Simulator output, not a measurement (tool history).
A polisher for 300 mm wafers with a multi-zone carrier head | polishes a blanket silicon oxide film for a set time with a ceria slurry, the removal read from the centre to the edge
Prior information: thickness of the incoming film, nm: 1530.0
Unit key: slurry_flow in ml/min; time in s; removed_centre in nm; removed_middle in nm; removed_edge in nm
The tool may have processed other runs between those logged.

run,hour,slurry_flow,centre_zone,middle_zone,edge_zone,time,removed_centre,removed_middle,removed_edge
1,0.0,255,1.00,1.00,1.00,41,202.96,203.05,199.21
2,3.9,255,1.00,1.00,1.00,48,237.31,239.56,233.35
3,9.3,245,0.97,0.97,0.99,43,204.53,204.29,208.82
4,11.3,190,0.97,0.97,0.99,43,199.32,200.46,204.86
5,11.9,190,0.95,0.95,0.97,39,178.06,177.22,182.28
6,18.9,185,0.92,0.93,0.96,36,158.07,160.02,168.25
7,23.4,185,0.90,0.91,0.94,34,145.62,145.96,159.83
8,24.7,180,0.89,0.90,0.92,33,138.83,144.81,149.99
9,25.7,180,0.89,0.88,0.92,32,133.12,137.09,144.82
10,30.4,180,0.89,0.88,0.92,32,133.93,136.14,144.98
11,35.5,180,0.88,0.87,0.92,31,126.62,129.13,141.86
12,37.6,180,0.88,0.86,0.91,31,131.37,130.23,143.13

For run 13, what comes out?
13,40.9,180,0.88,0.86,0.91,31,?,?,?

removed_centre: 129.88 nm
removed_middle: 128.33 nm
removed_edge: 145.71 nm
